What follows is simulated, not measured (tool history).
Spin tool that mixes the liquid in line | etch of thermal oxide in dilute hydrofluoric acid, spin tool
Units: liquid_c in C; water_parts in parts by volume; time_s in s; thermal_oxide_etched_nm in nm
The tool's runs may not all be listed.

run,hour,liquid_c,water_parts,time_s,thermal_oxide_etched_nm
1,0,22,180,100,1.9699
2,4.7,23,180,100,2.1103
3,9.4,22,185,100,1.9477
4,17.6,21,190,100,1.8357
5,21,20.5,195,100,1.7006
6,26.6,20.5,195,100,1.6972
7,33.4,20,200,100,1.6289
8,37.3,19.5,205,100,1.5444

The next listed run, before its measurement:
9,43.5,19.5,205,100,?

thermal_oxide_etched_nm: 1.5685 nm
